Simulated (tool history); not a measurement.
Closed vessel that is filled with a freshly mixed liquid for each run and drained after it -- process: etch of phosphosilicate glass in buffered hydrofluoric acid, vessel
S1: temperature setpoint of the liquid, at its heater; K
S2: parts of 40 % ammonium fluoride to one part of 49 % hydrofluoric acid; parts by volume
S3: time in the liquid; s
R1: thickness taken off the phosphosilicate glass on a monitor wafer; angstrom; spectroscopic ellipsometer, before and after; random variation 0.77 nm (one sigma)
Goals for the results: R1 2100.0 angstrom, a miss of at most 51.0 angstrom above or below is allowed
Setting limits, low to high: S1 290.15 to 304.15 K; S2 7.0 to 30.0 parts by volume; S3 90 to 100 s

{"run": 1, "hour": 0.0, "S1": 296.15, "S2": 19.0, "S3": 90, "R1": 3108.4}
{"run": 2, "hour": 7.8, "S1": 298.15, "S2": 19.0, "S3": 90, "R1": 3475.1}
{"run": 3, "hour": 14.4, "S1": 297.15, "S2": 19.0, "S3": 90, "R1": 3288.0}
{"run": 4, "hour": 17.4, "S1": 299.65, "S2": 19.0, "S3": 90, "R1": 3781.2}
{"run": 5, "hour": 22.7, "S1": 299.65, "S2": 24.0, "S3": 90, "R1": 3141.7}
{"run": 6, "hour": 25.6, "S1": 299.65, "S2": 24.0, "S3": 100, "R1": 3480.9}
{"run": 7, "hour": 33.8, "S1": 299.65, "S2": 24.0, "S3": 100, "R1": 3516.4}
{"run": 8, "hour": 37.6, "S1": 295.65, "S2": 24.5, "S3": 100, "R1": 2769.8}
{"run": 9, "hour": 39.4, "S1": 291.65, "S2": 25.0, "S3": 100, "R1": 2188.9}

Exactly one of the 5 candidate moves below puts every result within its allowed miss. Which one?
{"run": "A", "hour": 41.2, "S1": 292.15, "S2": 28.0, "S3": 100, "R1": "?"}
{"run": "B", "hour": 41.2, "S1": 293.15, "S2": 27.5, "S3": 100, "R1": "?"}
{"run": "C", "hour": 41.2, "S1": 291.15, "S2": 25.0, "S3": 95, "R1": "?"}
{"run": "D", "hour": 41.2, "S1": 291.65, "S2": 25.0, "S3": 90, "R1": "?"}
{"run": "E", "hour": 41.2, "S1": 293.65, "S2": 25.0, "S3": 90, "R1": "?"}

move=A R1=2091.1
move=B R1=2240.4
move=C R1=2029.9
move=D R1=1978.6
move=E R1=2215.1
A: meets every target
B: further off than the last run
C: takes the result that was furthest off past its target
D: takes the result that was furthest off past its target
E: further off than the last run
Correct choice: A, which meets every target
